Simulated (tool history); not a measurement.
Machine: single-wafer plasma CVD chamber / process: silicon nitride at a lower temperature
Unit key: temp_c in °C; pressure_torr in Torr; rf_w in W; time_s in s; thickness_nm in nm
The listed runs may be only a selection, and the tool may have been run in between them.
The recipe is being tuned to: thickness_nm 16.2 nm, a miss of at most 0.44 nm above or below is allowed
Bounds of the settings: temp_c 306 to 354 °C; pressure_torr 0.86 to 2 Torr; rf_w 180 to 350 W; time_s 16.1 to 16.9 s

{"run": 1, "hour": 0.0, "temp_c": 330, "pressure_torr": 1.43, "rf_w": 265, "time_s": 16.9, "thickness_nm": 17.652}
{"run": 2, "hour": 3.6, "temp_c": 330, "pressure_torr": 1.35, "rf_w": 260, "time_s": 16.9, "thickness_nm": 17.261}
{"run": 3, "hour": 7.4, "temp_c": 330, "pressure_torr": 1.3, "rf_w": 255, "time_s": 16.9, "thickness_nm": 16.858}
{"run": 4, "hour": 12.6, "temp_c": 330, "pressure_torr": 1.3, "rf_w": 270, "time_s": 16.9, "thickness_nm": 17.502}
{"run": 5, "hour": 13.1, "temp_c": 330, "pressure_torr": 1.3, "rf_w": 270, "time_s": 16.9, "thickness_nm": 17.592}
{"run": 6, "hour": 18.6, "temp_c": 325, "pressure_torr": 1.3, "rf_w": 270, "time_s": 16.9, "thickness_nm": 17.448}
{"run": 7, "hour": 22.1, "temp_c": 325, "pressure_torr": 1.24, "rf_w": 265, "time_s": 16.9, "thickness_nm": 17.096}
{"run": 8, "hour": 24.2, "temp_c": 325, "pressure_torr": 1.2, "rf_w": 260, "time_s": 16.9, "thickness_nm": 16.867}

Which single option among these 5 for the next run brings every result within its allowed miss of target? Just one does.
{"run": "A", "hour": 26.3, "temp_c": 327, "pressure_torr": 1.03, "rf_w": 265, "time_s": 16.1, "thickness_nm": "?"}
{"run": "B", "hour": 26.3, "temp_c": 328, "pressure_torr": 1.03, "rf_w": 295, "time_s": 16.9, "thickness_nm": "?"}
{"run": "C", "hour": 26.3, "temp_c": 326, "pressure_torr": 1.22, "rf_w": 265, "time_s": 16.1, "thickness_nm": "?"}
{"run": "D", "hour": 26.3, "temp_c": 326, "pressure_torr": 1.16, "rf_w": 245, "time_s": 16.1, "thickness_nm": "?"}
{"run": "E", "hour": 26.3, "temp_c": 318, "pressure_torr": 1.02, "rf_w": 265, "time_s": 16.1, "thickness_nm": "?"}

move=A thickness_nm=15.401
move=B thickness_nm=17.25
move=C thickness_nm=16.236
move=D thickness_nm=15.229
move=E thickness_nm=15.397
A: takes the biggest miss from the last run beyond its target
B: moves away from the targets compared with the last run
C: all results land within tolerance of their targets
D: takes the biggest miss from the last run beyond its target
E: takes the biggest miss from the last run beyond its target
Correct choice: C, which meets every target

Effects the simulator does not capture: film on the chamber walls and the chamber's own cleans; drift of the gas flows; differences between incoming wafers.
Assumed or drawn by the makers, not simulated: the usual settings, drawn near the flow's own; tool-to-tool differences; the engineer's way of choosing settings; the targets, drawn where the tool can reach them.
